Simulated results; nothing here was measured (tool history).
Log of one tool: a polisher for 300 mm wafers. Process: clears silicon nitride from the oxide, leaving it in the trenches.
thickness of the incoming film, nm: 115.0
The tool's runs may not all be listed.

run	hour	flow of slurry (ml/min)	pressure of the wafer on the pad (psi)	speed of the pad under the wafer (m/s)	overpolish time after the end point (s)	time until the end point was called (s)
1	0	140	3.1	0.8	9	161.17
2	2.3	140	2.8	0.8	9	173.51
3	4.9	140	2.8	1	9	141.12
4	6.7	140	2.4	0.98	9	159.6
5	9.2	140	2.1	0.98	9	168.48
6	11.3	140	2.6	0.98	9	150.4

Forecast run 7:
7	13	140	2.2	0.96	9	?

time until the end point was called (s): 170.12

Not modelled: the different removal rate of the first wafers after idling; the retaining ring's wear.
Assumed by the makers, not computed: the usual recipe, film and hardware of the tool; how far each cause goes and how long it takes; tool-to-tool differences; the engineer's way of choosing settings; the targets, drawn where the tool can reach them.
